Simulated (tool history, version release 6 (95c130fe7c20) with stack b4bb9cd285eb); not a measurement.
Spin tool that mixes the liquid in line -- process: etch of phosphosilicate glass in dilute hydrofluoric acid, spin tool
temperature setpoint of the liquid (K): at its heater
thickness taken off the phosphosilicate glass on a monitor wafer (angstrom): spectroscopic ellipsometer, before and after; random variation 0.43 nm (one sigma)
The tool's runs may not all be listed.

run    day  temperature setpoint of the liquid (K)  parts of water to one part of 49 % hydrofluoric acid (parts by volume)  time under the liquid (s)  thickness taken off the phosphosilicate glass on a monitor wafer (angstrom)
  1  0.000                                  294.15                                                                     195                         50                                                                       368.09
  2  0.283                                  296.65                                                                     185                         50                                                                       432.17
  3  0.338                                  296.65                                                                     185                         50                                                                       429.58
  4  0.517                                  298.15                                                                     180                         50                                                                       471.36
  5  0.588                                  298.15                                                                     180                         55                                                                       518.38
  6  0.825                                  298.15                                                                     120                         55                                                                       828.44
  7  0.975                                  295.65                                                                     125                         55                                                                       726.97
  8  1.267                                  294.15                                                                     130                         55                                                                       641.10

Forecast run 9:
  9  1.562                                  294.15                                                                     130                         55                                                                            ?

Run 9 came out at thickness taken off the phosphosilicate glass on a monitor wafer (angstrom) 656.18.
